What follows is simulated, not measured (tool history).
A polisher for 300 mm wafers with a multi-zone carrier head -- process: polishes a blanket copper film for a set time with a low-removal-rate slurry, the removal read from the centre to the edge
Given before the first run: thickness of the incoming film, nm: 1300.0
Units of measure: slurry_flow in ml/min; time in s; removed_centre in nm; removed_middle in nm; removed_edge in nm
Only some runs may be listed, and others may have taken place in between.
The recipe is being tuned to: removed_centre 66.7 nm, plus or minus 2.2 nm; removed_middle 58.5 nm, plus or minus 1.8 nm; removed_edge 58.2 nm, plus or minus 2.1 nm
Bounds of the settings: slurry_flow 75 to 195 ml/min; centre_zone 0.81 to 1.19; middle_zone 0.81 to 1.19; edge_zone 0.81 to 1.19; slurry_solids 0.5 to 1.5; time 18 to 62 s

Run 1, hour 0: slurry_flow 125 ml/min, centre_zone 1, middle_zone 1, edge_zone 1, slurry_solids 1, time 40 s. Result: removed_centre 119.26 nm, removed_middle 113.01 nm, removed_edge 111.88 nm.
Run 2, hour 6.9: slurry_flow 120 ml/min, centre_zone 1, middle_zone 0.99, edge_zone 0.97, slurry_solids 0.9, time 37 s. Result: removed_centre 105.14 nm, removed_middle 102.74 nm, removed_edge 99.412 nm.
Run 3, hour 8.2: slurry_flow 120 ml/min, centre_zone 1, middle_zone 0.92, edge_zone 0.97, slurry_solids 0.9, time 37 s. Result: removed_centre 105.55 nm, removed_middle 96.106 nm, removed_edge 100.55 nm.
Run 4, hour 16.5: slurry_flow 135 ml/min, centre_zone 1, middle_zone 0.92, edge_zone 0.97, slurry_solids 0.9, time 37 s. Result: removed_centre 107.98 nm, removed_middle 99.087 nm, removed_edge 102.06 nm.
Run 5, hour 24: slurry_flow 130 ml/min, centre_zone 1.01, middle_zone 0.91, edge_zone 0.95, slurry_solids 0.85, time 34 s. Result: removed_centre 96.641 nm, removed_middle 88.487 nm, removed_edge 92.014 nm.
Run 6, hour 25.4: slurry_flow 125 ml/min, centre_zone 1.03, middle_zone 0.91, edge_zone 0.93, slurry_solids 0.8, time 32 s. Result: removed_centre 92.193 nm, removed_middle 80.326 nm, removed_edge 82.906 nm.
Run 7, hour 31.8: slurry_flow 120 ml/min, centre_zone 1.03, middle_zone 0.91, edge_zone 0.91, slurry_solids 0.75, time 31 s. Result: removed_centre 86.866 nm, removed_middle 76.292 nm, removed_edge 78.243 nm.
Run 8, hour 36.6: slurry_flow 115 ml/min, centre_zone 1.03, middle_zone 0.91, edge_zone 0.89, slurry_solids 0.7, time 30 s. Result: removed_centre 84.497 nm, removed_middle 72.732 nm, removed_edge 73.327 nm.

Exercise: of the 5 proposed moves below, exactly one satisfies all targets within the stated allowed misses. Which move is it?
Run A, hour 41.4: slurry_flow 120 ml/min, centre_zone 0.96, middle_zone 0.96, edge_zone 0.89, slurry_solids 0.8, time 24 s. Result: removed_centre ?, removed_middle ?, removed_edge ?.
Run B, hour 41.4: slurry_flow 120 ml/min, centre_zone 1.15, middle_zone 1.02, edge_zone 0.81, slurry_solids 0.85, time 22 s. Result: removed_centre ?, removed_middle ?, removed_edge ?.
Run C, hour 41.4: slurry_flow 80 ml/min, centre_zone 1.01, middle_zone 0.81, edge_zone 0.97, slurry_solids 0.95, time 25 s. Result: removed_centre ?, removed_middle ?, removed_edge ?.
Run D, hour 41.4: slurry_flow 80 ml/min, centre_zone 1.04, middle_zone 0.91, edge_zone 0.81, slurry_solids 0.5, time 28 s. Result: removed_centre ?, removed_middle ?, removed_edge ?.
Run E, hour 41.4: slurry_flow 95 ml/min, centre_zone 1.04, middle_zone 0.91, edge_zone 0.89, slurry_solids 0.65, time 24 s. Result: removed_centre ?, removed_middle ?, removed_edge ?.

move  removed_centre  removed_middle  removed_edge
   A          63.705          62.422         61.26
   B          70.884           60.86         54.42
   C           64.11          52.742        64.243
   D          65.854          57.855        58.902
   E          62.389           54.38        56.841
A: takes the result that was furthest off past its target
B: nearer than the last run, and not there yet
C: takes the result that was furthest off past its target
D: in spec on every target
E: takes the result that was furthest off past its target
So the answer is move D, the one that meets all the targets.

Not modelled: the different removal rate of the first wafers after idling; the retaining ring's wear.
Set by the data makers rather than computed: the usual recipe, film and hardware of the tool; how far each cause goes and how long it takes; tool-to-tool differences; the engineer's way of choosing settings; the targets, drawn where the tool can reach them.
